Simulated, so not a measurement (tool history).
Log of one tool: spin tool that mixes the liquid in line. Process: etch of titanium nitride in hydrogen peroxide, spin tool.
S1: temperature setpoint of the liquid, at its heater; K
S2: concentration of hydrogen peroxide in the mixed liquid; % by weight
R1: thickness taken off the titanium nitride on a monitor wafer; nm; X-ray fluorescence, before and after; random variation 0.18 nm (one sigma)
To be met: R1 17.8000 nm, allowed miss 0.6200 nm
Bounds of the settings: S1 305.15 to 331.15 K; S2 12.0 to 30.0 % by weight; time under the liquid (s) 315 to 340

Run 1, hour 0.0: S1 315.15 K, S2 21.5 % by weight, time under the liquid (s) 315. Result: R1 9.0281 nm.
Run 2, hour 1.0: S1 317.65 K, S2 21.5 % by weight, time under the liquid (s) 315. Result: R1 10.7720 nm.
Run 3, hour 5.7: S1 317.65 K, S2 18.0 % by weight, time under the liquid (s) 315. Result: R1 10.5560 nm.
Run 4, hour 12.2: S1 317.65 K, S2 16.0 % by weight, time under the liquid (s) 315. Result: R1 10.3410 nm.
Run 5, hour 13.7: S1 317.65 K, S2 16.0 % by weight, time under the liquid (s) 315. Result: R1 10.3680 nm.
Run 6, hour 15.1: S1 319.65 K, S2 16.0 % by weight, time under the liquid (s) 315. Result: R1 11.5800 nm.
Run 7, hour 16.6: S1 321.65 K, S2 16.0 % by weight, time under the liquid (s) 315. Result: R1 13.8690 nm.
Run 8, hour 20.1: S1 322.65 K, S2 16.0 % by weight, time under the liquid (s) 315. Result: R1 15.0180 nm.

5 next moves are on the table. One of them brings every result within its allowed miss. Which?
Run A, hour 23.6: S1 324.15 K, S2 17.5 % by weight, time under the liquid (s) 335. Result: R1 ?.
Run B, hour 23.6: S1 320.65 K, S2 15.5 % by weight, time under the liquid (s) 315. Result: R1 ?.
Run C, hour 23.6: S1 319.65 K, S2 16.0 % by weight, time under the liquid (s) 315. Result: R1 ?.
Run D, hour 23.6: S1 321.65 K, S2 18.0 % by weight, time under the liquid (s) 315. Result: R1 ?.
Run E, hour 23.6: S1 317.65 K, S2 22.0 % by weight, time under the liquid (s) 340. Result: R1 ?.

move       R1
   A  18.1470
   B  12.9010
   C  12.0660
   D  14.3260
   E  12.0150
A: meets every target
B: further off than the last run
C: further off than the last run
D: further off than the last run
E: further off than the last run
Answer: A
